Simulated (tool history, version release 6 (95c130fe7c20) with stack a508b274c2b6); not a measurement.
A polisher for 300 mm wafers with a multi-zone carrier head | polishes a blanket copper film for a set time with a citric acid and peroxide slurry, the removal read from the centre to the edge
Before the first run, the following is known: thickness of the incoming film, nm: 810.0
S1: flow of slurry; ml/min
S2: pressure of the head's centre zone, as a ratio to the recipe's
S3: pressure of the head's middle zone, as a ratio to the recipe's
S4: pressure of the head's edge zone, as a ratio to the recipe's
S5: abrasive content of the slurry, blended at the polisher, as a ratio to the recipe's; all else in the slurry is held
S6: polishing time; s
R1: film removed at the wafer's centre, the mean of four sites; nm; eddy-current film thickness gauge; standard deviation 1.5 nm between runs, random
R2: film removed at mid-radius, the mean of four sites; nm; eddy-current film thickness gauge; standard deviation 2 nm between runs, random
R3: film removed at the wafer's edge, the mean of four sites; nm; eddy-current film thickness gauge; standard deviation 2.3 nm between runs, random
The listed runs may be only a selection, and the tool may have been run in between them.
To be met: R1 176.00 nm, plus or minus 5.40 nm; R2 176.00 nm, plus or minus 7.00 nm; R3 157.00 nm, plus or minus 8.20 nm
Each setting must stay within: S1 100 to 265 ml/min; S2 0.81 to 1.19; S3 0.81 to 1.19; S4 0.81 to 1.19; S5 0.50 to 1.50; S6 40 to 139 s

run	hour	S1	S2	S3	S4	S5	S6	R1	R2	R3
1	0.0	170	1.00	1.00	1.00	1.00	89	221.71	209.33	210.00
2	4.3	170	1.00	1.00	0.98	0.95	88	213.65	208.06	207.48
3	5.8	170	1.00	1.00	0.98	0.95	100	239.54	233.52	233.04
4	12.2	170	1.00	1.00	1.05	0.95	100	242.85	231.39	248.23
5	14.5	170	1.00	1.00	1.13	0.95	100	240.25	230.15	248.66
6	21.5	175	1.01	1.01	1.11	0.90	97	234.69	228.70	243.58
7	24.0	175	1.01	1.01	1.08	0.90	94	229.56	217.59	224.73
8	27.6	175	1.01	1.01	1.07	0.85	92	219.32	209.79	218.61
9	29.3	175	1.01	1.02	1.05	0.80	90	211.29	207.85	207.67
10	31.3	175	1.01	1.02	1.03	0.75	89	207.99	202.52	201.18
11	35.2	175	1.01	1.02	1.01	0.70	88	202.58	196.33	191.12
12	36.0	130	0.95	1.00	0.91	0.50	88	174.07	179.00	171.09
13	40.9	130	0.96	1.00	0.90	0.50	88	176.44	179.02	166.21
14	42.7	130	0.96	1.00	0.89	0.50	88	173.81	175.67	169.26
15	49.4	130	0.97	1.01	0.88	0.50	87	173.85	177.88	164.04
16	55.6	130	0.97	1.01	0.88	0.50	87	172.18	176.07	171.61
17	59.1	130	0.96	1.00	0.90	0.50	87	173.29	174.78	170.47
18	62.1	135	0.97	1.00	0.89	0.50	87	174.78	173.69	166.05
19	64.7	140	0.97	1.00	0.88	0.50	87	171.82	176.29	171.27
20	72.6	135	0.97	1.01	0.88	0.50	87	173.27	176.33	165.36
21	78.2	135	0.98	1.01	0.88	0.50	87	174.04	174.59	167.82
22	79.2	130	0.99	1.02	0.88	0.50	87	176.99	176.01	165.22

Next run, 4 choices. One meets every target within its allowed miss, the rest don't. Which?
A	80.2	160	0.91	0.95	0.84	0.60	90	?	?	?
B	80.2	140	0.95	0.89	0.93	0.50	90	?	?	?
C	80.2	180	0.95	0.91	0.90	0.90	80	?	?	?
D	80.2	130	0.99	1.05	0.81	0.50	86	?	?	?

move	R1	R2	R3
A	179.87	183.49	177.33
B	178.00	165.29	177.53
C	183.55	173.03	178.40
D	175.66	180.06	158.17
A: misses by more than the last run did
B: misses by more than the last run did
C: misses by more than the last run did
D: all results land within tolerance of their targets
D is the move that brings every result within its allowed miss.
